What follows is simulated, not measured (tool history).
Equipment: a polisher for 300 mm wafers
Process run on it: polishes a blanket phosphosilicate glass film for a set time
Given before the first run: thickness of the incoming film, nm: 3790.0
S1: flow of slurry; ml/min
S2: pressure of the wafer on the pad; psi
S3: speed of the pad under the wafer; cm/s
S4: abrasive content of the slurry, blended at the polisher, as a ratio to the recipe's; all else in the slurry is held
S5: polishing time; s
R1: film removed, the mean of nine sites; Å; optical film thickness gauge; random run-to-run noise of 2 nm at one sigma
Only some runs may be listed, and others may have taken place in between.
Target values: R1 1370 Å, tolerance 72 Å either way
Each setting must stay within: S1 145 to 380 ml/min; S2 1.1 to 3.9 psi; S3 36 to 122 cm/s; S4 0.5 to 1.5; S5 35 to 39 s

run,hour,S1,S2,S3,S4,S5,R1
1,0,245,2.5,78,1,39,2106
2,3.1,245,2.3,78,1,39,1993.1
3,5.4,245,2.3,78,1.2,39,2157.2
4,11.6,245,2.1,78,1.2,39,1971
5,16.3,245,1.9,78,1.2,39,1843.2
6,23,245,1.9,78,1.2,39,1767.9
7,23.9,245,1.9,78,1.2,39,1812.6
8,27.3,245,1.8,78,1.2,39,1775.5
9,32.5,245,1.7,78,1.2,39,1660.8
10,33.6,245,1.6,78,1.2,39,1620.6
11,41.5,245,1.5,78,1.2,39,1506.2
12,47.7,245,1.5,78,1.2,39,1548.2
13,55.7,245,1.4,78,1.2,39,1465.8
14,60.9,245,1.4,78,1.2,39,1440

Consider the 4 candidate settings below. Which is the only one whose results all fall within their allowed miss of target?
A,66.1,215,1.2,76,1.4,36,?
B,66.1,215,1.7,74,1.2,39,?
C,66.1,255,1.7,74,1.25,38,?
D,66.1,245,1.5,74,1.15,38,?

move,R1
A,1257.4
B,1615.1
C,1632.2
D,1418.9
A: takes the result that was furthest off past its target
B: misses by more than the last run did
C: misses by more than the last run did
D: each result inside its tolerance
D meets every target.
